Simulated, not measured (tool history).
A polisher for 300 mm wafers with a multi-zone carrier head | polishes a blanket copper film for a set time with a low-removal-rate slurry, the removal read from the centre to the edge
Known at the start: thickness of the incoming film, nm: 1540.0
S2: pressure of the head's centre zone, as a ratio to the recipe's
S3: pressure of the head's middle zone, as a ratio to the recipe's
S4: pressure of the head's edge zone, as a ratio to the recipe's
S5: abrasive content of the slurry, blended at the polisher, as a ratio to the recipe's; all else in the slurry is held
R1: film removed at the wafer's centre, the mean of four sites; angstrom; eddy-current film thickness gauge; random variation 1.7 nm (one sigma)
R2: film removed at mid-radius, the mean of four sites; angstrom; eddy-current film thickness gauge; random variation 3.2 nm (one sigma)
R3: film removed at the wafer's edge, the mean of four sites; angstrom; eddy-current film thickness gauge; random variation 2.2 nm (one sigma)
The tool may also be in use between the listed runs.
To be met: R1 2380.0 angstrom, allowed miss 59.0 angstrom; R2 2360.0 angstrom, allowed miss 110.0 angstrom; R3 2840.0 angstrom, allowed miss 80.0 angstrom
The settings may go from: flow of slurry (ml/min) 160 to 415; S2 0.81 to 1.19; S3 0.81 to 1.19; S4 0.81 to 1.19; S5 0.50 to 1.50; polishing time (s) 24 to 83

run 1 day=0.000 | flow_of_slurry_(ml/min)=265 S2=1.00 S3=1.00 S4=1.00 S5=1.00 polishing_time_(s)=53 | R1=1705.7 R2=1907.6 R3=1923.7
run 2 day=0.125 | flow_of_slurry_(ml/min)=265 S2=1.00 S3=1.05 S4=1.00 S5=1.00 polishing_time_(s)=53 | R1=1707.3 R2=1942.3 R3=1954.8
run 3 day=0.283 | flow_of_slurry_(ml/min)=245 S2=1.01 S3=0.99 S4=1.06 S5=1.15 polishing_time_(s)=57 | R1=1882.5 R2=2049.7 R3=2178.0
run 4 day=0.462 | flow_of_slurry_(ml/min)=245 S2=1.01 S3=0.99 S4=1.06 S5=1.05 polishing_time_(s)=57 | R1=1856.5 R2=1980.2 R3=2145.4
run 5 day=0.675 | flow_of_slurry_(ml/min)=235 S2=1.02 S3=0.97 S4=1.10 S5=1.15 polishing_time_(s)=60 | R1=1989.1 R2=2087.5 R3=2312.7
run 6 day=0.775 | flow_of_slurry_(ml/min)=245 S2=1.02 S3=0.94 S4=1.13 S5=1.25 polishing_time_(s)=62 | R1=2138.0 R2=2132.7 R3=2483.8
-- day=0.921 centre zone pressure recalibrated
run 7 day=0.921 | flow_of_slurry_(ml/min)=270 S2=1.01 S3=0.94 S4=1.15 S5=1.35 polishing_time_(s)=63 | R1=2437.7 R2=2196.0 R3=2573.7
run 8 day=1.050 | flow_of_slurry_(ml/min)=245 S2=1.00 S3=0.94 S4=1.16 S5=1.40 polishing_time_(s)=65 | R1=2448.5 R2=2206.0 R3=2679.3
run 9 day=1.183 | flow_of_slurry_(ml/min)=225 S2=0.99 S3=0.96 S4=1.16 S5=1.40 polishing_time_(s)=66 | R1=2436.9 R2=2319.4 R3=2703.4
run 10 day=1.412 | flow_of_slurry_(ml/min)=205 S2=0.98 S3=0.95 S4=1.17 S5=1.40 polishing_time_(s)=67 | R1=2444.8 R2=2356.4 R3=2718.0
run 11 day=1.462 | flow_of_slurry_(ml/min)=195 S2=0.95 S3=0.92 S4=1.17 S5=1.40 polishing_time_(s)=68 | R1=2386.6 R2=2250.0 R3=2744.9

4 next moves are on the table. One of them brings every result within its allowed miss. Which?
run A day=1.512 | flow_of_slurry_(ml/min)=160 S2=0.93 S3=0.94 S4=1.19 S5=1.25 polishing_time_(s)=72 | R1=? R2=? R3=?
run B day=1.512 | flow_of_slurry_(ml/min)=160 S2=0.90 S3=0.87 S4=1.19 S5=1.35 polishing_time_(s)=76 | R1=? R2=? R3=?
run C day=1.512 | flow_of_slurry_(ml/min)=160 S2=0.97 S3=0.94 S4=1.14 S5=1.30 polishing_time_(s)=70 | R1=? R2=? R3=?
run D day=1.512 | flow_of_slurry_(ml/min)=165 S2=1.01 S3=1.02 S4=1.19 S5=1.40 polishing_time_(s)=66 | R1=? R2=? R3=?

move=A R1=2386.7 R2=2327.8 R3=2796.1
move=B R1=2467.9 R2=2334.6 R3=2992.7
move=C R1=2437.0 R2=2277.7 R3=2687.6
move=D R1=2435.1 R2=2337.5 R3=2617.1
A: meets every target
B: takes the result that was furthest off past its target
C: further off than the last run
D: further off than the last run
Move A is the one to make.

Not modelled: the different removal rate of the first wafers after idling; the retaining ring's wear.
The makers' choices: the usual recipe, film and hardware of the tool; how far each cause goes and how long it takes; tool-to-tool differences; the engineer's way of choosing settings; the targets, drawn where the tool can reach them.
